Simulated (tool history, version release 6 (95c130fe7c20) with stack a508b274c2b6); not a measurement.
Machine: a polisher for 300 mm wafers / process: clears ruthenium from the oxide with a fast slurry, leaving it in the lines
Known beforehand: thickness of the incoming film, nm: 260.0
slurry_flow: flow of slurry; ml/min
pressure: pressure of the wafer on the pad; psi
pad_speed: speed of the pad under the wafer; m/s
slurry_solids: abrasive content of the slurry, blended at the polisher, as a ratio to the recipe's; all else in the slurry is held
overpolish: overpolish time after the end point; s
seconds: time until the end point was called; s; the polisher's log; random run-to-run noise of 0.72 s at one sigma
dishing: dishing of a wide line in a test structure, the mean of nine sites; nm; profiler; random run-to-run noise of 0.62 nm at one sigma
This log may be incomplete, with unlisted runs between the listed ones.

run 1 hour=0 | slurry_flow=150 pressure=1.6 pad_speed=1.16 slurry_solids=1 overpolish=29 | seconds=88.954 dishing=58.757
run 2 hour=0.8 | slurry_flow=150 pressure=1.6 pad_speed=1.16 slurry_solids=1.1 overpolish=29 | seconds=87.743 dishing=60.622
run 3 hour=7 | slurry_flow=155 pressure=1.8 pad_speed=1.16 slurry_solids=0.9 overpolish=22 | seconds=83.795 dishing=52.403
run 4 hour=8 | slurry_flow=155 pressure=1.4 pad_speed=1.16 slurry_solids=0.9 overpolish=22 | seconds=105.71 dishing=40.694
run 5 hour=8.5 | slurry_flow=180 pressure=1.4 pad_speed=1.38 slurry_solids=0.8 overpolish=18 | seconds=91.423 dishing=39.085
run 6 hour=16.3 | slurry_flow=195 pressure=1.4 pad_speed=1.38 slurry_solids=0.8 overpolish=18 | seconds=93.218 dishing=38.766

Run 7 is up next; what results do you expect?
run 7 hour=20.5 | slurry_flow=205 pressure=1.4 pad_speed=1.52 slurry_solids=0.7 overpolish=15 | seconds=? dishing=?

seconds: 86.529 s
dishing: 35.48 nm
